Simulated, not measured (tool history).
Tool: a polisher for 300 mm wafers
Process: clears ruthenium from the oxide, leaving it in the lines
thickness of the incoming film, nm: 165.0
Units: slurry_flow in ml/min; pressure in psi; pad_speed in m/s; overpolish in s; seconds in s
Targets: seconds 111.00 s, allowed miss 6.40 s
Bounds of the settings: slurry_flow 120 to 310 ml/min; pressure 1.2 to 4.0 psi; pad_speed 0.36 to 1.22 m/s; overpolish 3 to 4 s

run    day  slurry_flow  pressure  pad_speed  overpolish  seconds
  1  0.000          200       2.6       0.78           4   186.20
  2  0.179          220       2.6       0.78           4   181.87
  3  0.512          220       2.0       0.78           4   239.11
  4  0.858          220       2.0       0.94           4   208.91
  5  0.983          220       2.4       0.96           4   170.41
  6  1.233          220       2.4       0.96           3   172.95
  7  1.304          220       2.7       0.98           3   147.65
  8  1.529          220       2.9       0.98           3   137.92
  9  1.679          220       3.0       0.98           3   135.75
 10  1.979          220       3.1       0.98           3   132.36

5 next moves are on the table. One of them brings every result within its allowed miss. Which?
  A  2.279          205       2.6       0.84           3        ?
  B  2.279          200       2.6       0.84           4        ?
  C  2.279          255       3.4       1.02           3        ?
  D  2.279          250       3.2       0.98           3        ?
  E  2.279          230       2.5       0.96           3        ?

move  seconds
   A   177.30
   B   177.72
   C   113.95
   D   125.24
   E   163.20
A: further off than the last run
B: further off than the last run
C: meets every target
D: nearer than the last run, and not there yet
E: further off than the last run
The right move is C.
